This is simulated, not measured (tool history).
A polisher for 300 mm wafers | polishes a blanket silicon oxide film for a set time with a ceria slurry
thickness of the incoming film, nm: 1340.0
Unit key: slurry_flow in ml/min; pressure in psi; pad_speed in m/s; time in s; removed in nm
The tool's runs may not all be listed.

run,hour,slurry_flow,pressure,pad_speed,time,removed
1,0.0,265,3.4,1.04,26,143.30
2,4.1,265,3.7,1.04,26,154.28
3,10.8,265,4.0,1.04,26,167.86
4,17.1,265,4.0,1.22,26,187.50
5,24.9,265,4.1,1.22,26,192.05
6,33.6,265,4.1,1.08,26,176.35

Predict the results of run 7:
7,41.7,265,4.3,1.08,26,?

removed: 186.35 nm

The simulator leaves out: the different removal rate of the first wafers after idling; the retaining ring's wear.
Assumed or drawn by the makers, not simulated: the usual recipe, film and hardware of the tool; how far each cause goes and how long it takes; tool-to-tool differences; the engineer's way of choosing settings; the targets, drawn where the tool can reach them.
